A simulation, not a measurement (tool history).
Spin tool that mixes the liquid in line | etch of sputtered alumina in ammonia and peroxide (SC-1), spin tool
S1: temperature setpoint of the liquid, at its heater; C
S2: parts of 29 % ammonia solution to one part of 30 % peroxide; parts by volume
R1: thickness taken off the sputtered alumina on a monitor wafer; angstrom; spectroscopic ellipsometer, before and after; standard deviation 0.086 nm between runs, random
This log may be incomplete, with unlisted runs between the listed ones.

{"run": 1, "hour": 0.0, "S1": 61.0, "S2": 0.6, "time under the liquid (s)": 270, "R1": 213.85}
{"run": 2, "hour": 0.9, "S1": 61.0, "S2": 0.6, "time under the liquid (s)": 270, "R1": 212.18}
{"run": 3, "hour": 6.6, "S1": 60.0, "S2": 0.6, "time under the liquid (s)": 270, "R1": 201.47}
{"run": 4, "hour": 10.1, "S1": 66.0, "S2": 0.6, "time under the liquid (s)": 270, "R1": 271.31}
{"run": 5, "hour": 13.7, "S1": 66.0, "S2": 0.6, "time under the liquid (s)": 295, "R1": 296.57}
{"run": 6, "hour": 16.0, "S1": 66.0, "S2": 0.7, "time under the liquid (s)": 295, "R1": 300.3}
{"run": 7, "hour": 17.0, "S1": 66.0, "S2": 0.7, "time under the liquid (s)": 295, "R1": 302.35}
{"run": 8, "hour": 22.7, "S1": 63.5, "S2": 0.7, "time under the liquid (s)": 295, "R1": 265.87}
{"run": 9, "hour": 31.4, "S1": 63.5, "S2": 0.7, "time under the liquid (s)": 295, "R1": 266.75}
{"run": 10, "hour": 35.7, "S1": 61.5, "S2": 0.7, "time under the liquid (s)": 295, "R1": 240.3}
{"run": 11, "hour": 36.4, "S1": 61.5, "S2": 0.7, "time under the liquid (s)": 295, "R1": 238.86}
{"run": 12, "hour": 38.6, "S1": 60.0, "S2": 0.7, "time under the liquid (s)": 295, "R1": 221.66}
{"run": 13, "hour": 40.6, "S1": 59.0, "S2": 0.7, "time under the liquid (s)": 295, "R1": 210.64}
{"run": 14, "hour": 46.8, "S1": 53.0, "S2": 0.7, "time under the liquid (s)": 295, "R1": 154.15}
{"run": 15, "hour": 51.8, "S1": 53.5, "S2": 0.7, "time under the liquid (s)": 295, "R1": 158.71}

Run 16 is up next; what results do you expect?
{"run": 16, "hour": 55.8, "S1": 54.5, "S2": 0.7, "time under the liquid (s)": 295, "R1": "?"}

{"run 16": {"R1": 167.96}}

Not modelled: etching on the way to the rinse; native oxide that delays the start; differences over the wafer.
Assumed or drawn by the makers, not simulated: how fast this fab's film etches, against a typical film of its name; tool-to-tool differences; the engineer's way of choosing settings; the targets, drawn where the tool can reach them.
